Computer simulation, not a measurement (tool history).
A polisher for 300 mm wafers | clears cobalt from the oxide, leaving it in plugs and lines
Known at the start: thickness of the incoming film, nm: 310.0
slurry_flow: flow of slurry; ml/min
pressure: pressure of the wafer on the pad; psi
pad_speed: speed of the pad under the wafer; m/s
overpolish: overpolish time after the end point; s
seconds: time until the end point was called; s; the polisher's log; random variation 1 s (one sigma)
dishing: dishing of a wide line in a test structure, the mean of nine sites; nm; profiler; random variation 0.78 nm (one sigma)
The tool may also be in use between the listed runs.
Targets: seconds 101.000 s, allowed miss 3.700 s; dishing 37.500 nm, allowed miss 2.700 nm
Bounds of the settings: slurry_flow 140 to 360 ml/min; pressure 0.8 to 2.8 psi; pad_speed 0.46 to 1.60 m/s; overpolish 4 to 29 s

run    day  slurry_flow  pressure  pad_speed  overpolish  seconds  dishing
  1  0.000          230       1.8       1.02          15   72.793   34.122
  2  0.271          230       1.6       1.02          17   81.896   35.186
  3  0.596          230       1.6       1.02          21   81.611   38.823
  4  0.729          230       1.5       1.02          22   86.248   38.642
  5  0.779          230       1.4       1.02          22   93.361   38.291
  6  0.862          195       1.4       1.02          22   94.921   36.900
  7  1.142          190       1.4       1.02          23   96.242   36.446
  8  1.279          185       1.4       1.02          24   95.041   37.440
  9  1.471          180       1.4       1.02          24   94.096   37.417

5 next moves are on the table. One of them brings every result within its allowed miss. Which?
  A  1.662          140       1.5       1.04          15        ?        ?
  B  1.662          255       1.1       1.18          24        ?        ?
  C  1.662          185       1.6       0.94          22        ?        ?
  D  1.662          215       1.4       1.02          24        ?        ?
  E  1.662          180       1.6       0.94          24        ?        ?

move  seconds  dishing
   A   92.859   29.811
   B  101.230   35.928
   C   90.314   36.243
   D   93.473   37.009
   E   90.728   37.387
A: further off than the last run
B: meets every target
C: further off than the last run
D: further off than the last run
E: further off than the last run
The right move is B.
